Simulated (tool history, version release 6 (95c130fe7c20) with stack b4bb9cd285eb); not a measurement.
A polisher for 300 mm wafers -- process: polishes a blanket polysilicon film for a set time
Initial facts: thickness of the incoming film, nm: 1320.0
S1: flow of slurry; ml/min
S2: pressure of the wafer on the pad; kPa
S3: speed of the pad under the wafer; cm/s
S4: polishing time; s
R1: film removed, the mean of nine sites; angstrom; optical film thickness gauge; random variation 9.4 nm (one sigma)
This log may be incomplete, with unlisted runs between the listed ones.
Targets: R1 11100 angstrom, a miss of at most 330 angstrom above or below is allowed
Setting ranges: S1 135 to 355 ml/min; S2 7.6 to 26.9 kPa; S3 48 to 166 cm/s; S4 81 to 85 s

run  hour   S1    S2   S3  S4      R1
  1     0  225  17.2  106  81    6475
  2   3.1  225  14.5  106  81  5376.7
  3  10.7  225  17.9  106  81  6725.4
  4  15.2  225  15.2  106  81  5726.1
  5    23  225  15.2   88  81  4679.1
  6  24.8  225  15.2   64  81  3517.4
  7  29.1  230  18.6   74  81  4870.5
  8  35.1  230  20.7   82  81  5922.4
  9  40.5  230  22.8   88  81  6962.4
 10  47.3  235  24.1   94  81  8000.1
 11  51.7  235  24.8   98  81  8641.5

4 candidate next runs follow, results not yet known. Just one meets every target within its allowed miss. Identify it.
  A  56.1  240  26.9  112  85   ?
  B  56.1  205  26.9  104  85   ?
  C  56.1  240  26.9  104  85   ?
  D  56.1  235  26.2  110  83   ?

move     R1
   A  11030
   B  10053
   C  10265
   D  10291
A: meets every target
B: nearer than the last run, and not there yet
C: nearer than the last run, and not there yet
D: nearer than the last run, and not there yet
So the answer is move A, the one that meets all the targets.

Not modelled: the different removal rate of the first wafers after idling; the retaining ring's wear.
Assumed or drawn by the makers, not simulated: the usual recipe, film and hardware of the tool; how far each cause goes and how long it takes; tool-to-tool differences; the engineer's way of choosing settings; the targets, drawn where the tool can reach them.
